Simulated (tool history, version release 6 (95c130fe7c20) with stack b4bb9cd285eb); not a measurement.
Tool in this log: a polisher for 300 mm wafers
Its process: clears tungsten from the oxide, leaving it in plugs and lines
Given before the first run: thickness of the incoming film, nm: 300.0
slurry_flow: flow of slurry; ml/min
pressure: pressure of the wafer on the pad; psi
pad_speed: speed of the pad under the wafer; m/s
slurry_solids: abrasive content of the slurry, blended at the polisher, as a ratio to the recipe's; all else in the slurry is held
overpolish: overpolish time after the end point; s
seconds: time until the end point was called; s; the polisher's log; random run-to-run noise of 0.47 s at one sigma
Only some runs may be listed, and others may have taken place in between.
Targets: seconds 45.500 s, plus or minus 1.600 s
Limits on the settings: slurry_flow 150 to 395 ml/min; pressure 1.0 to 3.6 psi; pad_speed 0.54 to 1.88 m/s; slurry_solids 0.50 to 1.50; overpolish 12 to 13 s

run 1 hour=0.0 | slurry_flow=250 pressure=2.3 pad_speed=1.20 slurry_solids=1.00 overpolish=12 | seconds=77.655
run 2 hour=8.7 | slurry_flow=250 pressure=2.3 pad_speed=1.20 slurry_solids=1.00 overpolish=12 | seconds=78.306
run 3 hour=13.8 | slurry_flow=250 pressure=2.1 pad_speed=1.20 slurry_solids=1.00 overpolish=12 | seconds=85.141
run 4 hour=20.7 | slurry_flow=250 pressure=2.1 pad_speed=1.20 slurry_solids=0.90 overpolish=12 | seconds=87.246
run 5 hour=22.6 | slurry_flow=250 pressure=1.6 pad_speed=1.20 slurry_solids=0.90 overpolish=12 | seconds=114.320
-- hour=30.8 slurry blender recalibrated
run 6 hour=30.8 | slurry_flow=250 pressure=2.2 pad_speed=1.22 slurry_solids=0.90 overpolish=12 | seconds=75.593
run 7 hour=36.2 | slurry_flow=250 pressure=2.5 pad_speed=1.22 slurry_solids=0.90 overpolish=12 | seconds=68.303
run 8 hour=45.0 | slurry_flow=250 pressure=2.8 pad_speed=1.22 slurry_solids=0.90 overpolish=12 | seconds=59.822
run 9 hour=47.1 | slurry_flow=250 pressure=3.0 pad_speed=1.22 slurry_solids=0.90 overpolish=12 | seconds=56.416

Of the 5 settings listed for the next run, only one would bring every result within its allowed miss of target. Which one?
run A hour=49.2 | slurry_flow=270 pressure=3.4 pad_speed=1.36 slurry_solids=0.95 overpolish=13 | seconds=?
run B hour=49.2 | slurry_flow=225 pressure=3.2 pad_speed=1.38 slurry_solids=0.95 overpolish=13 | seconds=?
run C hour=49.2 | slurry_flow=340 pressure=2.8 pad_speed=1.64 slurry_solids=0.80 overpolish=12 | seconds=?
run D hour=49.2 | slurry_flow=225 pressure=3.2 pad_speed=1.40 slurry_solids=0.90 overpolish=13 | seconds=?
run E hour=49.2 | slurry_flow=330 pressure=3.5 pad_speed=1.62 slurry_solids=0.70 overpolish=12 | seconds=?

move=A seconds=45.572
move=B seconds=48.950
move=C seconds=48.834
move=D seconds=48.934
move=E seconds=40.568
A: each result inside its tolerance
B: better than the last run, though not everything is in spec
C: better than the last run, though not everything is in spec
D: better than the last run, though not everything is in spec
E: the result that was furthest off in the last run now lies on the other side of its target
A is the move that brings every result within its allowed miss.
